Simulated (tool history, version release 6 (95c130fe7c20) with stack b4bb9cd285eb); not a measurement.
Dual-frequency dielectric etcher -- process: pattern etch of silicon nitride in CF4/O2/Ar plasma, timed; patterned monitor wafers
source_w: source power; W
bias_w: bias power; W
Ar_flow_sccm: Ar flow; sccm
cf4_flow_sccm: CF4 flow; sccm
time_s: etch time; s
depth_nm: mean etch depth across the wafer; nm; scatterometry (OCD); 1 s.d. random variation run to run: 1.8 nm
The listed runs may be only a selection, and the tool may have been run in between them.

| run | hour | source_w | bias_w | Ar_flow_sccm | cf4_flow_sccm | time_s | depth_nm |
|---|---|---|---|---|---|---|---|
| 1 | 0 | 700 | 58 | 87 | 78 | 180 | 457.18 |
| 2 | 5.3 | 700 | 58 | 87 | 78 | 163 | 410.43 |
| 3 | 12.5 | 700 | 58 | 87 | 78 | 180 | 458.4 |
| 4 | 20 | 700 | 58 | 76 | 78 | 180 | 466.1 |
| 5 | 20.8 | 660 | 58 | 76 | 78 | 180 | 440.95 |
| 6 | 29.6 | 760 | 58 | 76 | 78 | 180 | 498.5 |
| 7 | 32.4 | 700 | 58 | 76 | 78 | 180 | 464.43 |
| 8 | 35.4 | 660 | 58 | 76 | 78 | 180 | 443.33 |
| 9 | 37.1 | 630 | 58 | 76 | 78 | 180 | 424.96 |

Run 10 has not been measured yet. What should we expect?
| 10 | 44.6 | 610 | 58 | 76 | 78 | 180 | ? |

depth_nm: 410.09 nm

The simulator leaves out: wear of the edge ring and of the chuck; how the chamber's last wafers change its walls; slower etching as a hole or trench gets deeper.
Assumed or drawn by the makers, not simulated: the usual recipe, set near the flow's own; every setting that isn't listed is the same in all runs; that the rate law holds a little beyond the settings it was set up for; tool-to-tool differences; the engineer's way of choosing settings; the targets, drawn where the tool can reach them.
